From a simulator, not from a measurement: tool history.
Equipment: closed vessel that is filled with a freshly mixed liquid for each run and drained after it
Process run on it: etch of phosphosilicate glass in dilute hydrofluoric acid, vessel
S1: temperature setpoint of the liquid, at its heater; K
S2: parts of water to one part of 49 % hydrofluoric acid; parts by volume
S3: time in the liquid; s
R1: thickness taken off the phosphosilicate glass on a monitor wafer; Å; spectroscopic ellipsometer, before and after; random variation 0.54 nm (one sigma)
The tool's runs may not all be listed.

run,hour,S1,S2,S3,R1
1,0,297.15,130,85,1230.6
2,6.1,298.65,130,85,1298.8
3,10.8,298.65,130,90,1393.3
4,18.5,295.65,130,90,1223.8
5,26.5,294.15,135,90,1105.4
6,29.3,293.15,140,90,1033.2
7,34.2,292.15,145,90,945.59
8,43.1,291.65,145,90,934.6
9,44.3,291.15,150,90,869
10,49.3,290.65,150,90,852.39

Run 11 has not been measured yet. What should we expect?
11,54.3,290.15,150,90,?

For run 11 the tool returned R1 842.61 Å.

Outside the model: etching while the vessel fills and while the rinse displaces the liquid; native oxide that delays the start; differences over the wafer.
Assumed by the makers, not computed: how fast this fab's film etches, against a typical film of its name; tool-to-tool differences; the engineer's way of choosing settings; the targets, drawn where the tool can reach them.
